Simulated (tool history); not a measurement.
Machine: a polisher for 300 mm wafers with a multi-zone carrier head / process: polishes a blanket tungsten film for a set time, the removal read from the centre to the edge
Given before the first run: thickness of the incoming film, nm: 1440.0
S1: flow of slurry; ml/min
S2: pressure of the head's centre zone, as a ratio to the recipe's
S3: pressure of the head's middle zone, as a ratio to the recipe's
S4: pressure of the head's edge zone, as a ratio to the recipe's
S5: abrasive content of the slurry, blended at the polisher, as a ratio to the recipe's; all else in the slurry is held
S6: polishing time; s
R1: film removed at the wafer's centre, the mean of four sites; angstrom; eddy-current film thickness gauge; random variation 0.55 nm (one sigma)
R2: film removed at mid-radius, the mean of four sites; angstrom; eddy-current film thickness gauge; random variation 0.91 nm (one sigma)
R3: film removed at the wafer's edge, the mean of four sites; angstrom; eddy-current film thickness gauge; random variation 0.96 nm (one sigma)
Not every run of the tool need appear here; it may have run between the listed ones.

Run 1, hour 0: S1 280 ml/min, S2 1, S3 1, S4 1, S5 1, S6 33 s. Result: R1 1176.1 angstrom, R2 1162.9 angstrom, R3 1205.2 angstrom.
Run 2, hour 1.1: S1 280 ml/min, S2 1, S3 1.05, S4 1, S5 1, S6 33 s. Result: R1 1200.7 angstrom, R2 1235 angstrom, R3 1190.8 angstrom.
Run 3, hour 6.6: S1 275 ml/min, S2 0.95, S3 1.03, S4 0.97, S5 0.85, S6 30 s. Result: R1 958.61 angstrom, R2 1023.5 angstrom, R3 1017.2 angstrom.
Run 4, hour 15.5: S1 270 ml/min, S2 0.92, S3 1.02, S4 0.93, S5 0.75, S6 29 s. Result: R1 862.02 angstrom, R2 916.86 angstrom, R3 894.72 angstrom.
Run 5, hour 20.6: S1 255 ml/min, S2 0.89, S3 1.01, S4 0.93, S5 0.65, S6 29 s. Result: R1 771.18 angstrom, R2 866.97 angstrom, R3 844.71 angstrom.
Run 6, hour 24.6: S1 290 ml/min, S2 0.89, S3 1.01, S4 0.93, S5 0.65, S6 29 s. Result: R1 790.87 angstrom, R2 891.73 angstrom, R3 870.18 angstrom.

Predict the results of run 7:
Run 7, hour 28.9: S1 270 ml/min, S2 0.86, S3 0.99, S4 0.92, S5 0.65, S6 29 s. Result: R1 ?, R2 ?, R3 ?.

Run 7 gave R1 748.68 angstrom, R2 860.27 angstrom, R3 845.79 angstrom.
